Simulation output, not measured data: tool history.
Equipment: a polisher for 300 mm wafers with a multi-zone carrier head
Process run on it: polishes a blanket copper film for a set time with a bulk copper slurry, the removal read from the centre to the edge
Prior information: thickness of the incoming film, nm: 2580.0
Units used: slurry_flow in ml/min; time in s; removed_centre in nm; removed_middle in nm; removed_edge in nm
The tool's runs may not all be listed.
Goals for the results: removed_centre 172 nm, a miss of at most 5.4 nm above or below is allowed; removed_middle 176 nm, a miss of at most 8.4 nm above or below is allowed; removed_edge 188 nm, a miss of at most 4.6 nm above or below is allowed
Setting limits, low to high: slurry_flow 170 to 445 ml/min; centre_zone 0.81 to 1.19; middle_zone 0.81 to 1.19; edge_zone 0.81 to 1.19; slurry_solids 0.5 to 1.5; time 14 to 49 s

run	hour	slurry_flow	centre_zone	middle_zone	edge_zone	slurry_solids	time	removed_centre	removed_middle	removed_edge
1	0	285	1	1	1	1	31	289.87	312.42	315.62
2	7.3	280	0.98	0.97	0.97	0.85	28	240.63	262.09	271.11
3	12.5	280	0.99	0.95	0.94	0.75	26	218.46	227.68	236.57
4	16	275	0.98	0.93	0.91	0.7	25	207.77	216.66	223.34
5	21.1	275	0.98	0.93	0.91	0.7	18	149.29	156.74	159.9
6	26.4	275	0.9	0.93	0.91	0.7	18	134.9	151.18	161.11
7	28.1	285	0.94	0.94	0.95	0.75	18	145.44	161.22	167.92
8	32.4	285	0.94	0.94	0.95	0.75	18	144.56	159.91	166.74

Which of these 5 next moves meets every target?
A	36.7	320	1.03	1.09	0.85	0.75	17	?	?	?
B	36.7	315	1.16	0.92	0.9	0.7	17	?	?	?
C	36.7	220	0.84	1.19	0.97	0.9	17	?	?	?
D	36.7	315	1.16	0.91	0.83	0.7	16	?	?	?
E	36.7	220	1.01	0.93	0.97	0.5	23	?	?	?

move	removed_centre	removed_middle	removed_edge
A	149.99	171.46	149.2
B	165.56	145.49	150.41
C	121.74	185.63	160.65
D	155.81	135.7	136.51
E	168.27	172.66	185.08
A: misses by more than the last run did
B: misses by more than the last run did
C: misses by more than the last run did
D: misses by more than the last run did
E: all results land within tolerance of their targets
Answer: E
